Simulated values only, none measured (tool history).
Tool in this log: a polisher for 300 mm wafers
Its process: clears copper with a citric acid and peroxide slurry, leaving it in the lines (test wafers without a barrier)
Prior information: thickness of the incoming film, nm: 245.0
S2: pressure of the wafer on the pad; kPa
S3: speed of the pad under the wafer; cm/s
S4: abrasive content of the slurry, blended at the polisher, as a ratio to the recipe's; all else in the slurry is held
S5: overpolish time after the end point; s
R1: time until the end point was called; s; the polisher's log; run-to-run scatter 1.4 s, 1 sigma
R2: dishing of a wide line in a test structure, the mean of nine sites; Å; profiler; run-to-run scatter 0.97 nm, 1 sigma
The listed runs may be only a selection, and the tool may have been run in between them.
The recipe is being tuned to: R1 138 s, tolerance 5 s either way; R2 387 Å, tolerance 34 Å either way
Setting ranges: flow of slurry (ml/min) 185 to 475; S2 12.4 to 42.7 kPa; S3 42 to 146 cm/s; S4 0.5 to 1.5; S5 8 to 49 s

Run 1, hour 0: flow of slurry (ml/min) 305, S2 27.6 kPa, S3 94 cm/s, S4 1, S5 25 s. Result: R1 97.202 s, R2 440.77 Å.
Run 2, hour 0.9: flow of slurry (ml/min) 305, S2 26.2 kPa, S3 94 cm/s, S4 1, S5 26 s. Result: R1 100.59 s, R2 426.72 Å.
Run 3, hour 8.3: flow of slurry (ml/min) 305, S2 24.8 kPa, S3 94 cm/s, S4 1, S5 27 s. Result: R1 107.36 s, R2 416.21 Å.
Run 4, hour 12: flow of slurry (ml/min) 305, S2 24.1 kPa, S3 94 cm/s, S4 1, S5 28 s. Result: R1 106.63 s, R2 437.27 Å.
Run 5, hour 14.2: flow of slurry (ml/min) 305, S2 23.4 kPa, S3 94 cm/s, S4 1, S5 28 s. Result: R1 110.49 s, R2 423.47 Å.
Run 6, hour 19.1: flow of slurry (ml/min) 305, S2 22.8 kPa, S3 94 cm/s, S4 1, S5 28 s. Result: R1 115.43 s, R2 414.58 Å.
Run 7, hour 21.4: flow of slurry (ml/min) 305, S2 22.1 kPa, S3 94 cm/s, S4 1, S5 28 s. Result: R1 116.56 s, R2 397.35 Å.
Run 8, hour 25.3: flow of slurry (ml/min) 305, S2 21.4 kPa, S3 94 cm/s, S4 1, S5 29 s. Result: R1 121.26 s, R2 399.89 Å.
Run 9, hour 27.6: flow of slurry (ml/min) 305, S2 20.7 kPa, S3 94 cm/s, S4 1, S5 29 s. Result: R1 126.27 s, R2 408.27 Å.

Which of these 5 next moves meets every target?
Run A, hour 29.9: flow of slurry (ml/min) 330, S2 17.2 kPa, S3 110 cm/s, S4 1.1, S5 36 s. Result: R1 ?, R2 ?.
Run B, hour 29.9: flow of slurry (ml/min) 250, S2 22.1 kPa, S3 102 cm/s, S4 0.9, S5 31 s. Result: R1 ?, R2 ?.
Run C, hour 29.9: flow of slurry (ml/min) 265, S2 24.8 kPa, S3 86 cm/s, S4 0.95, S5 29 s. Result: R1 ?, R2 ?.
Run D, hour 29.9: flow of slurry (ml/min) 365, S2 18.6 kPa, S3 110 cm/s, S4 1.4, S5 27 s. Result: R1 ?, R2 ?.
Run E, hour 29.9: flow of slurry (ml/min) 285, S2 18.6 kPa, S3 92 cm/s, S4 1, S5 32 s. Result: R1 ?, R2 ?.

move      R1      R2
   A  118.72  445.71
   B  111.25  425.18
   C  117.02  391.05
   D  105.08  395.97
   E  136.75  368.64
A: lands further from the targets than the last run did
B: lands further from the targets than the last run did
C: lands further from the targets than the last run did
D: lands further from the targets than the last run did
E: each result inside its tolerance
E meets every target.
